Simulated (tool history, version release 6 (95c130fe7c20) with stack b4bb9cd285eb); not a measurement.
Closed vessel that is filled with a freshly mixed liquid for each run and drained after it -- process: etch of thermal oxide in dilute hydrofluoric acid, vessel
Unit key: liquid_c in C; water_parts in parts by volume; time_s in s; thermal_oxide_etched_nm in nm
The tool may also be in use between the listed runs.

| run | hour | liquid_c | water_parts | time_s | thermal_oxide_etched_nm |
|---|---|---|---|---|---|
| 1 | 0 | 20 | 290 | 815 | 8.8574 |
| 2 | 4.3 | 20 | 240 | 815 | 11.212 |
| 3 | 10.4 | 22 | 200 | 815 | 14.965 |
| 4 | 18.3 | 22 | 300 | 815 | 9.0179 |
| 5 | 20.1 | 23.5 | 245 | 815 | 12.59 |
| 6 | 22.6 | 25 | 210 | 815 | 16.019 |
| 7 | 26.6 | 26 | 185 | 815 | 19.342 |
| 8 | 35.4 | 26.5 | 170 | 815 | 21.965 |
| 9 | 43.5 | 27 | 165 | 815 | 23.165 |
| 10 | 46.1 | 28 | 140 | 815 | 29.064 |

Expected results for the next run?
| 11 | 47.8 | 27.5 | 140 | 815 | ? |

{"run 11": {"thermal_oxide_etched_nm": 28.828}}
